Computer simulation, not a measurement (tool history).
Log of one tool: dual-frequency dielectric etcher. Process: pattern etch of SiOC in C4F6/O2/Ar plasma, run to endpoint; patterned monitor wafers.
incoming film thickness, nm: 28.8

run 1 day=0.000 | bias_power_(W)=640 source_power_(W)=240 | endpoint_time_(s)=10.8500
run 2 day=0.067 | bias_power_(W)=640 source_power_(W)=270 | endpoint_time_(s)=10.4660
run 3 day=0.296 | bias_power_(W)=640 source_power_(W)=300 | endpoint_time_(s)=10.1920
run 4 day=0.367 | bias_power_(W)=640 source_power_(W)=330 | endpoint_time_(s)=9.9119
run 5 day=0.596 | bias_power_(W)=640 source_power_(W)=340 | endpoint_time_(s)=9.9003
run 6 day=0.771 | bias_power_(W)=640 source_power_(W)=310 | endpoint_time_(s)=10.0900
run 7 day=1.071 | bias_power_(W)=665 source_power_(W)=310 | endpoint_time_(s)=9.8707
run 8 day=1.221 | bias_power_(W)=678 source_power_(W)=310 | endpoint_time_(s)=9.8459

Forecast run 9:
run 9 day=1.354 | bias_power_(W)=693 source_power_(W)=310 | endpoint_time_(s)=?

{"run 9": {"endpoint time (s)": 9.7821}}
